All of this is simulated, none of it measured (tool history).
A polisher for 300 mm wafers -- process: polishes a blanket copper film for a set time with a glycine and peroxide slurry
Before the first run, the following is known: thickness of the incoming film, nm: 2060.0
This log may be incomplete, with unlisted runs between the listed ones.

run  hour  flow of slurry (ml/min)  pressure of the wafer on the pad (psi)  speed of the pad under the wafer (m/s)  polishing time (s)  film removed (Å)
  1     0                      175                                     2.9                                    1.12                  25            1644.5
  2   4.4                      175                                     2.5                                    1.08                  25            1455.6
  3  11.8                      175                                     2.2                                    1.02                  25            1283.2
  4  12.4                      175                                     2.2                                    1.12                  25            1338.8
  5  14.6                      190                                     2.2                                    1.12                  25            1356.2
  6  17.4                      190                                       2                                    1.06                  25            1219.9
  7  20.4                      190                                     1.8                                    1.04                  25              1130

What will run 8 give?
  8  26.7                      190                                     1.7                                    1.02                  25                 ?

film removed (Å): 1079.9
